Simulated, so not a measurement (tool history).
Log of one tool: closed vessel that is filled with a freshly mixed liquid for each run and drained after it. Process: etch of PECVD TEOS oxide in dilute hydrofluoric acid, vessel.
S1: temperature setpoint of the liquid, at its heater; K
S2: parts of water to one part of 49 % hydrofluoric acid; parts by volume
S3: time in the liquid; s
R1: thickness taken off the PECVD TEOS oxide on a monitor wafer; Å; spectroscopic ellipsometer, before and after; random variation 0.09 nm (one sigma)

run	hour	S1	S2	S3	R1
1	0.0	299.15	280	150	61.711
2	2.0	299.15	280	150	61.123
3	9.2	301.15	250	150	77.217
4	16.2	299.15	250	150	71.151
5	18.2	299.15	325	150	50.042
6	20.1	301.15	285	150	64.809

Forecast run 7:
7	28.8	302.65	255	150	?

{"run 7": {"R1": 78.047}}

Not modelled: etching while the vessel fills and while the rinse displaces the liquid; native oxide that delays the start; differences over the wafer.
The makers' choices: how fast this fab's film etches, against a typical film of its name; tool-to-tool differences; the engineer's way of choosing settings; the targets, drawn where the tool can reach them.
